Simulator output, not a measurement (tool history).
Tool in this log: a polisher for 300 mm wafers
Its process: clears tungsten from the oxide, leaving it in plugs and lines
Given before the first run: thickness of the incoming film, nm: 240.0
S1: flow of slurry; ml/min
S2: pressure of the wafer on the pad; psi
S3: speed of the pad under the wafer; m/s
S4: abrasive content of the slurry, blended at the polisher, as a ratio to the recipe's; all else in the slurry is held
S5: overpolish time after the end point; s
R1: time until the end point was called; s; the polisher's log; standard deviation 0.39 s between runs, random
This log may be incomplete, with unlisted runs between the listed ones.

{"run": 1, "hour": 0.0, "S1": 265, "S2": 4.3, "S3": 0.84, "S4": 1.0, "S5": 4, "R1": 52.375}
{"run": 2, "hour": 0.9, "S1": 265, "S2": 4.5, "S3": 0.84, "S4": 1.0, "S5": 4, "R1": 49.965}
{"run": 3, "hour": 2.9, "S1": 305, "S2": 4.5, "S3": 0.84, "S4": 1.0, "S5": 4, "R1": 48.878}
{"run": 4, "hour": 7.3, "S1": 305, "S2": 3.4, "S3": 0.84, "S4": 1.0, "S5": 4, "R1": 63.88}
{"run": 5, "hour": 10.2, "S1": 305, "S2": 3.4, "S3": 0.84, "S4": 1.0, "S5": 4, "R1": 65.914}
{"run": 6, "hour": 15.2, "S1": 305, "S2": 3.7, "S3": 0.84, "S4": 1.0, "S5": 4, "R1": 60.56}
{"run": 7, "hour": 17.7, "S1": 305, "S2": 4.0, "S3": 0.84, "S4": 1.0, "S5": 4, "R1": 54.776}

What does the tool deliver on the next run?
{"run": 8, "hour": 21.7, "S1": 315, "S2": 4.2, "S3": 0.84, "S4": 1.0, "S5": 4, "R1": "?"}

Logged for run 8: R1 52.643 s.

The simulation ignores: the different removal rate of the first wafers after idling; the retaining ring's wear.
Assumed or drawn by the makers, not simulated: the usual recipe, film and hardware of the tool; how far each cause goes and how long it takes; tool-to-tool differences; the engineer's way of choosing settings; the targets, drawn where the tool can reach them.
